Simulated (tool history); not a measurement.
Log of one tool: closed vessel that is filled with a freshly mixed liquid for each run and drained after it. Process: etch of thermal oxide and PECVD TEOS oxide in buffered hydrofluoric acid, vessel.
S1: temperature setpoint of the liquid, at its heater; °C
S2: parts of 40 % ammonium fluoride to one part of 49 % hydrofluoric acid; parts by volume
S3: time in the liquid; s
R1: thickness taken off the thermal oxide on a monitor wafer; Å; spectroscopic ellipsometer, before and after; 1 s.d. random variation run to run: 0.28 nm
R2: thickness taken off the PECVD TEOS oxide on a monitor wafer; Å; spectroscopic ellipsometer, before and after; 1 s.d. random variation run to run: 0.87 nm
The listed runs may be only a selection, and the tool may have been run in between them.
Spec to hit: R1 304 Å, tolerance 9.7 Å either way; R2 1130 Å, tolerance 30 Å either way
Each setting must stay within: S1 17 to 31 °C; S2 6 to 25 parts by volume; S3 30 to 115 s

{"run": 1, "hour": 0.0, "S1": 23, "S2": 15.5, "S3": 60, "R1": 361.23, "R2": 1340.2}
{"run": 2, "hour": 6.3, "S1": 25.5, "S2": 15.5, "S3": 60, "R1": 416.95, "R2": 1546.2}
{"run": 3, "hour": 14.2, "S1": 24.5, "S2": 15.5, "S3": 60, "R1": 391.75, "R2": 1456.8}
{"run": 4, "hour": 17.5, "S1": 23.5, "S2": 15.5, "S3": 60, "R1": 372.6, "R2": 1354.2}
{"hour": 21.5, "done": "thermometer replaced"}
{"run": 5, "hour": 21.5, "S1": 23, "S2": 15.5, "S3": 60, "R1": 388.76, "R2": 1454.3}
{"run": 6, "hour": 27.9, "S1": 23, "S2": 15.5, "S3": 40, "R1": 261.16, "R2": 950.01}
{"run": 7, "hour": 32.4, "S1": 23.5, "S2": 15.5, "S3": 40, "R1": 269.68, "R2": 988.8}
{"run": 8, "hour": 33.2, "S1": 23.5, "S2": 15.5, "S3": 40, "R1": 264.49, "R2": 981.67}
{"run": 9, "hour": 37.3, "S1": 26.5, "S2": 15.5, "S3": 40, "R1": 312.38, "R2": 1162.5}

Pick the move, out of 4, that brings all results within their allowed miss; only one does.
{"run": "A", "hour": 41.4, "S1": 31, "S2": 16.5, "S3": 30, "R1": "?", "R2": "?"}
{"run": "B", "hour": 41.4, "S1": 30.5, "S2": 20, "S3": 40, "R1": "?", "R2": "?"}
{"run": "C", "hour": 41.4, "S1": 21.5, "S2": 18, "S3": 55, "R1": "?", "R2": "?"}
{"run": "D", "hour": 41.4, "S1": 24.5, "S2": 19.5, "S3": 50, "R1": "?", "R2": "?"}

move=A R1=285.9 R2=1051.5
move=B R1=307.42 R2=1130.7
move=C R1=288.29 R2=1060.3
move=D R1=285.69 R2=1050.7
A: pushes the last run's worst result past its target
B: all results land within tolerance of their targets
C: pushes the last run's worst result past its target
D: pushes the last run's worst result past its target
Move B is the one to make.
